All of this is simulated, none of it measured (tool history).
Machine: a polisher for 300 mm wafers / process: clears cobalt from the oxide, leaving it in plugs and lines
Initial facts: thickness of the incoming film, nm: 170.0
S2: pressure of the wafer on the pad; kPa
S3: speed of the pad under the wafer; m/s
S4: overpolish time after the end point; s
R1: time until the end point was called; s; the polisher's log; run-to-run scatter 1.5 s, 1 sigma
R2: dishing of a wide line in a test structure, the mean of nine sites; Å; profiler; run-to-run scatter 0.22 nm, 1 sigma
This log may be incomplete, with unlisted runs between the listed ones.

{"run": 1, "hour": 0.0, "flow of slurry (ml/min)": 265, "S2": 10.3, "S3": 1.06, "S4": 9, "R1": 44.046, "R2": 264.87}
{"run": 2, "hour": 5.4, "flow of slurry (ml/min)": 265, "S2": 11, "S3": 1.06, "S4": 9, "R1": 41.242, "R2": 274.91}
{"run": 3, "hour": 13.7, "flow of slurry (ml/min)": 265, "S2": 10.3, "S3": 1.06, "S4": 9, "R1": 44.314, "R2": 265.54}
{"run": 4, "hour": 22.2, "flow of slurry (ml/min)": 235, "S2": 10.3, "S3": 1.06, "S4": 9, "R1": 44.57, "R2": 255.92}
{"run": 5, "hour": 31.1, "flow of slurry (ml/min)": 230, "S2": 9.7, "S3": 1.06, "S4": 9, "R1": 46.819, "R2": 249.79}
{"run": 6, "hour": 33.8, "flow of slurry (ml/min)": 230, "S2": 9.7, "S3": 1.06, "S4": 12, "R1": 49.359, "R2": 308.25}
{"run": 7, "hour": 41.6, "flow of slurry (ml/min)": 230, "S2": 9, "S3": 1.04, "S4": 12, "R1": 51.56, "R2": 285.57}
{"run": 8, "hour": 48.6, "flow of slurry (ml/min)": 230, "S2": 8.3, "S3": 1.02, "S4": 12, "R1": 57.295, "R2": 271.5}
{"run": 9, "hour": 54.6, "flow of slurry (ml/min)": 230, "S2": 7.6, "S3": 1.02, "S4": 12, "R1": 61.087, "R2": 251.58}
{"run": 10, "hour": 63.6, "flow of slurry (ml/min)": 230, "S2": 6.9, "S3": 1.02, "S4": 12, "R1": 67.623, "R2": 233.95}

What does the tool deliver on the next run?
{"run": 11, "hour": 66.0, "flow of slurry (ml/min)": 230, "S2": 6.2, "S3": 1.02, "S4": 12, "R1": "?", "R2": "?"}

{"run 11": {"R1": 75.642, "R2": 217.44}}
